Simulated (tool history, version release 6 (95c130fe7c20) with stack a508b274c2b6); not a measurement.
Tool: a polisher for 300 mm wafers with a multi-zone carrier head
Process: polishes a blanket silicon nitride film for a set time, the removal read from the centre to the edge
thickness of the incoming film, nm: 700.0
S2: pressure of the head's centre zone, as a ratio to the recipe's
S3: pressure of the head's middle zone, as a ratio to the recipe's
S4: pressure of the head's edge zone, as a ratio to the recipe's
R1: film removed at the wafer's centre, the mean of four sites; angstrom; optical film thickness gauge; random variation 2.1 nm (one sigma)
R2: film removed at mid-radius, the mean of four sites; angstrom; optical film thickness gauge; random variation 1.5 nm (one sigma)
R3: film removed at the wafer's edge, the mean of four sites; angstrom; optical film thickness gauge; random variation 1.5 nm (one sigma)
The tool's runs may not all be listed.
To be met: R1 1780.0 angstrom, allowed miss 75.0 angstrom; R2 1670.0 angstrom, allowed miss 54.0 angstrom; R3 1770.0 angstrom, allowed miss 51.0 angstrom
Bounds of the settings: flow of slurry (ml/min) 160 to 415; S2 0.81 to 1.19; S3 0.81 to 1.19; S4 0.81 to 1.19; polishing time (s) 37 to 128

{"run": 1, "hour": 0.0, "flow of slurry (ml/min)": 265, "S2": 1.0, "S3": 1.0, "S4": 1.0, "polishing time (s)": 82, "R1": 1188.5, "R2": 1175.5, "R3": 1198.3}
{"run": 2, "hour": 8.5, "flow of slurry (ml/min)": 210, "S2": 1.0, "S3": 1.0, "S4": 1.0, "polishing time (s)": 82, "R1": 1169.0, "R2": 1162.3, "R3": 1160.1}
{"run": 3, "hour": 16.3, "flow of slurry (ml/min)": 210, "S2": 1.0, "S3": 1.0, "S4": 0.95, "polishing time (s)": 82, "R1": 1178.8, "R2": 1164.2, "R3": 1166.3}
{"run": 4, "hour": 25.2, "flow of slurry (ml/min)": 210, "S2": 1.0, "S3": 1.0, "S4": 0.88, "polishing time (s)": 82, "R1": 1156.3, "R2": 1134.7, "R3": 1090.6}
{"run": 5, "hour": 28.0, "flow of slurry (ml/min)": 210, "S2": 1.0, "S3": 1.05, "S4": 0.88, "polishing time (s)": 82, "R1": 1171.4, "R2": 1192.1, "R3": 1104.9}
{"run": 6, "hour": 33.1, "flow of slurry (ml/min)": 210, "S2": 1.0, "S3": 1.1, "S4": 0.88, "polishing time (s)": 82, "R1": 1178.4, "R2": 1243.0, "R3": 1102.1}
{"run": 7, "hour": 37.2, "flow of slurry (ml/min)": 220, "S2": 1.02, "S3": 1.09, "S4": 0.94, "polishing time (s)": 87, "R1": 1268.6, "R2": 1326.2, "R3": 1207.1}
{"run": 8, "hour": 41.7, "flow of slurry (ml/min)": 230, "S2": 1.04, "S3": 1.07, "S4": 0.99, "polishing time (s)": 91, "R1": 1361.3, "R2": 1349.9, "R3": 1287.9}
{"run": 9, "hour": 47.2, "flow of slurry (ml/min)": 240, "S2": 1.05, "S3": 1.06, "S4": 1.03, "polishing time (s)": 95, "R1": 1482.0, "R2": 1409.3, "R3": 1384.3}
{"run": 10, "hour": 50.7, "flow of slurry (ml/min)": 250, "S2": 1.05, "S3": 1.06, "S4": 1.06, "polishing time (s)": 98, "R1": 1500.5, "R2": 1464.6, "R3": 1475.3}
{"run": 11, "hour": 58.9, "flow of slurry (ml/min)": 260, "S2": 1.06, "S3": 1.06, "S4": 1.08, "polishing time (s)": 100, "R1": 1538.9, "R2": 1490.8, "R3": 1487.0}
{"run": 12, "hour": 60.4, "flow of slurry (ml/min)": 260, "S2": 1.06, "S3": 1.05, "S4": 1.09, "polishing time (s)": 103, "R1": 1632.4, "R2": 1526.4, "R3": 1545.1}

Which of these 4 next moves meets every target?
{"run": "A", "hour": 61.9, "flow of slurry (ml/min)": 285, "S2": 1.01, "S3": 0.95, "S4": 1.03, "polishing time (s)": 121, "R1": "?", "R2": "?", "R3": "?"}
{"run": "B", "hour": 61.9, "flow of slurry (ml/min)": 335, "S2": 0.85, "S3": 0.94, "S4": 1.19, "polishing time (s)": 115, "R1": "?", "R2": "?", "R3": "?"}
{"run": "C", "hour": 61.9, "flow of slurry (ml/min)": 225, "S2": 1.15, "S3": 0.81, "S4": 1.17, "polishing time (s)": 114, "R1": "?", "R2": "?", "R3": "?"}
{"run": "D", "hour": 61.9, "flow of slurry (ml/min)": 245, "S2": 0.99, "S3": 1.09, "S4": 1.07, "polishing time (s)": 100, "R1": "?", "R2": "?", "R3": "?"}

move=A R1=1828.6 R2=1690.5 R3=1768.3
move=B R1=1517.0 R2=1614.8 R3=1825.6
move=C R1=1888.3 R2=1392.3 R3=1753.3
move=D R1=1465.9 R2=1528.2 R3=1472.8
A: meets every target
B: takes the result that was furthest off past its target
C: brings the result that was furthest off to its target, and leaves another outside
D: further off than the last run
Answer: A
